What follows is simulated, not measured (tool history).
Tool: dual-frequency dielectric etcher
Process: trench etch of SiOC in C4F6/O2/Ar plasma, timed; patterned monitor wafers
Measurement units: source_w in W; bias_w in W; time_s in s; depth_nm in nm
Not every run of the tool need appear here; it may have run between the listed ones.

run 1 hour=0 | source_w=440 bias_w=237 time_s=9 | depth_nm=21.673
run 2 hour=4.3 | source_w=440 bias_w=237 time_s=8.5 | depth_nm=20.406
run 3 hour=7.5 | source_w=440 bias_w=211 time_s=8.5 | depth_nm=19.625
run 4 hour=14.3 | source_w=480 bias_w=227 time_s=8.5 | depth_nm=20.929
run 5 hour=18 | source_w=480 bias_w=204 time_s=8.5 | depth_nm=20.196
run 6 hour=19.8 | source_w=480 bias_w=204 time_s=9 | depth_nm=21.475

For run 7, what comes out?
run 7 hour=23.6 | source_w=570 bias_w=251 time_s=9 | depth_nm=?

{"run 7": {"depth_nm": 24.476}}
